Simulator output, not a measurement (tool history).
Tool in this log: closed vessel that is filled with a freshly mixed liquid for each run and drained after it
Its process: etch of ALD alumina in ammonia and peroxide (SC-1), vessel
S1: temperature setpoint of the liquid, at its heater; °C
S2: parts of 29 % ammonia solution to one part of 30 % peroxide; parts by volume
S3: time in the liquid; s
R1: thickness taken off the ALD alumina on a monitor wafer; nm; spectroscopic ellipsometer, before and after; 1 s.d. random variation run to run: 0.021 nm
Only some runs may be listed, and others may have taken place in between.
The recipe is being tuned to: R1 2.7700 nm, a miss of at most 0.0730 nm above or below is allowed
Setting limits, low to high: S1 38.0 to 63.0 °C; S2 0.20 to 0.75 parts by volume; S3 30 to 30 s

run,day,S1,S2,S3,R1
1,0.000,47.0,0.45,30,1.4522
2,0.088,47.0,0.45,30,1.4721
3,0.175,48.5,0.45,30,1.5809
4,0.283,43.5,0.45,30,1.2085
5,0.658,43.5,0.35,30,1.1827
# day 0.958: new drum of ammonia solution connected
6,0.958,46.0,0.35,30,1.3702
7,1.183,48.0,0.35,30,1.5310
8,1.496,56.0,0.35,30,2.3568

Exactly one of the 4 candidate moves below puts every result within its allowed miss. Which one?
A,1.808,57.5,0.40,30,?
B,1.808,59.0,0.35,30,?
C,1.808,53.0,0.40,30,?
D,1.808,57.5,0.35,30,?

move,R1
A,2.5512
B,2.7234
C,2.0094
D,2.5191
A: closer than the last run, but not yet in spec
B: meets every target
C: misses by more than the last run did
D: closer than the last run, but not yet in spec
The right move is B.

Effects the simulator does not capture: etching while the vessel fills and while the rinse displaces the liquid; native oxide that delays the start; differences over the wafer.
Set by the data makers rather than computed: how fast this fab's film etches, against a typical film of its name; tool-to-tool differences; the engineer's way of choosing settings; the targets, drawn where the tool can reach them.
